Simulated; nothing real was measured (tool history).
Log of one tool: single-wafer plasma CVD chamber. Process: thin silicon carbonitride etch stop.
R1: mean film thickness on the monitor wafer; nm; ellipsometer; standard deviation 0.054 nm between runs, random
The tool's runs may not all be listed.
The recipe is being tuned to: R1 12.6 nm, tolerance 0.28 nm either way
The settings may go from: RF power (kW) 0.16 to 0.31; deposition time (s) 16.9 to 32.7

run 1 hour=0 | RF_power_(kW)=0.235 deposition_time_(s)=24.8 | R1=16.223
run 2 hour=7.2 | RF_power_(kW)=0.235 deposition_time_(s)=26.6 | R1=17.365
run 3 hour=9.2 | RF_power_(kW)=0.21 deposition_time_(s)=26.6 | R1=16.926
run 4 hour=12.6 | RF_power_(kW)=0.2 deposition_time_(s)=25 | R1=15.783
run 5 hour=17.6 | RF_power_(kW)=0.22 deposition_time_(s)=25 | R1=16.185
run 6 hour=20.9 | RF_power_(kW)=0.24 deposition_time_(s)=25 | R1=16.42
run 7 hour=21.9 | RF_power_(kW)=0.23 deposition_time_(s)=23.5 | R1=15.201
run 8 hour=25.9 | RF_power_(kW)=0.225 deposition_time_(s)=22.6 | R1=14.685
run 9 hour=30.4 | RF_power_(kW)=0.22 deposition_time_(s)=21.8 | R1=14.024
run 10 hour=31.2 | RF_power_(kW)=0.215 deposition_time_(s)=21.3 | R1=13.644
run 11 hour=33.9 | RF_power_(kW)=0.21 deposition_time_(s)=21 | R1=13.364

Which of these 4 next moves meets every target?
run A hour=36.6 | RF_power_(kW)=0.18 deposition_time_(s)=19.5 | R1=?
run B hour=36.6 | RF_power_(kW)=0.21 deposition_time_(s)=18.8 | R1=?
run C hour=36.6 | RF_power_(kW)=0.22 deposition_time_(s)=19.6 | R1=?
run D hour=36.6 | RF_power_(kW)=0.195 deposition_time_(s)=18.9 | R1=?

move=A R1=12.041
move=B R1=11.976
move=C R1=12.607
move=D R1=11.858
A: takes the result that was furthest off past its target
B: takes the result that was furthest off past its target
C: all results land within tolerance of their targets
D: takes the result that was furthest off past its target
C meets every target.

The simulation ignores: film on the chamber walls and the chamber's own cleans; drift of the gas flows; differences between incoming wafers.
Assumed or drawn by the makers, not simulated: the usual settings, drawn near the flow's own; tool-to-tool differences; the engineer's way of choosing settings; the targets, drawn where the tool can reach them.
